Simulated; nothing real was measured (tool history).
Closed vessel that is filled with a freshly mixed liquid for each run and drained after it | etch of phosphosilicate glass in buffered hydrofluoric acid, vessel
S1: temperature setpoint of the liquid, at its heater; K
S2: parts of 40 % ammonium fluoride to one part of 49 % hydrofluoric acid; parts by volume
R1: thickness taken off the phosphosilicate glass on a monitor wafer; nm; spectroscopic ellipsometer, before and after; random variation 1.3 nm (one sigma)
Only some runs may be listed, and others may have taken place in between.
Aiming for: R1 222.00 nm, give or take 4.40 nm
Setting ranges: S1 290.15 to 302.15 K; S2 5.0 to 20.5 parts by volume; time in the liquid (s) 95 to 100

Run 1, hour 0.0: S1 294.15 K, S2 12.5 parts by volume, time in the liquid (s) 95. Result: R1 388.47 nm.
Run 2, hour 5.8: S1 293.15 K, S2 13.5 parts by volume, time in the liquid (s) 95. Result: R1 341.70 nm.
Run 3, hour 8.0: S1 293.15 K, S2 13.5 parts by volume, time in the liquid (s) 95. Result: R1 339.23 nm.
Run 4, hour 13.5: S1 293.15 K, S2 13.5 parts by volume, time in the liquid (s) 95. Result: R1 343.53 nm.
Run 5, hour 16.8: S1 292.15 K, S2 14.5 parts by volume, time in the liquid (s) 95. Result: R1 299.28 nm.
Run 6, hour 17.9: S1 291.65 K, S2 15.0 parts by volume, time in the liquid (s) 95. Result: R1 282.66 nm.
Run 7, hour 22.7: S1 291.15 K, S2 15.5 parts by volume, time in the liquid (s) 95. Result: R1 265.76 nm.
Run 8, hour 30.9: S1 290.65 K, S2 16.0 parts by volume, time in the liquid (s) 95. Result: R1 248.07 nm.
Run 9, hour 33.5: S1 290.65 K, S2 16.5 parts by volume, time in the liquid (s) 95. Result: R1 244.53 nm.

Of the 4 settings listed for the next run, only one would bring every result within its allowed miss of target. Which one?
Run A, hour 36.1: S1 290.65 K, S2 18.0 parts by volume, time in the liquid (s) 100. Result: R1 ?.
Run B, hour 36.1: S1 291.65 K, S2 19.0 parts by volume, time in the liquid (s) 95. Result: R1 ?.
Run C, hour 36.1: S1 290.65 K, S2 16.0 parts by volume, time in the liquid (s) 100. Result: R1 ?.
Run D, hour 36.1: S1 291.65 K, S2 16.5 parts by volume, time in the liquid (s) 95. Result: R1 ?.

move      R1
   A  236.39
   B  225.34
   C  265.52
   D  259.02
A: nearer the targets than the last run, but a result is still out of spec
B: all results in spec
C: its largest miss is bigger than the last run's
D: its largest miss is bigger than the last run's
Correct choice: B, which meets every target

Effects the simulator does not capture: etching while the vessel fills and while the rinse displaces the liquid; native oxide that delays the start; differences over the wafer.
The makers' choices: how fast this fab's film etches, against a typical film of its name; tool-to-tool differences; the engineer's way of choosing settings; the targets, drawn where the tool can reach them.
